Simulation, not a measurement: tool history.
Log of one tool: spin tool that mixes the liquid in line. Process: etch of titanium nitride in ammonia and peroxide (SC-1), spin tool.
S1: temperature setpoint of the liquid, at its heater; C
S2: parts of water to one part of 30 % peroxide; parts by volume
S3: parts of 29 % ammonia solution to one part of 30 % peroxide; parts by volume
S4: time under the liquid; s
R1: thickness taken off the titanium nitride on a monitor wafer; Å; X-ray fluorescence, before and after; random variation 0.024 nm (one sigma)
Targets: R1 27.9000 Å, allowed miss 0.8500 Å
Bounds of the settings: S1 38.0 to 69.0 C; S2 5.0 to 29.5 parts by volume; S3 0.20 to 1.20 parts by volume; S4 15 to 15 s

run    day    S1    S2    S3  S4       R1
  1  0.000  53.0  16.5  0.70  15  17.3480
  2  0.054  55.5  16.5  0.70  15  20.4720
  3  0.312  52.0  16.5  0.70  15  15.9810
  4  0.429  45.0  16.5  0.70  15   9.8933
  5  0.646  45.0  16.5  0.70  15   9.8119
  6  0.767  50.0  16.5  0.70  15  14.1530
  7  1.138  53.5  16.5  0.70  15  17.9260
  8  1.325  61.5  16.5  0.70  15  29.9180

Which of these 4 next moves meets every target?
  A  1.512  65.0  26.0  0.95  15   ?
  B  1.512  59.5  13.5  1.10  15   ?
  C  1.512  63.0  21.5  0.55  15   ?
  D  1.512  57.5  13.5  0.75  15   ?

move       R1
   A  31.8120
   B  32.5660
   C  28.1670
   D  26.7890
A: further off than the last run
B: further off than the last run
C: meets every target
D: takes the result that was furthest off past its target
Move C is the one to make.
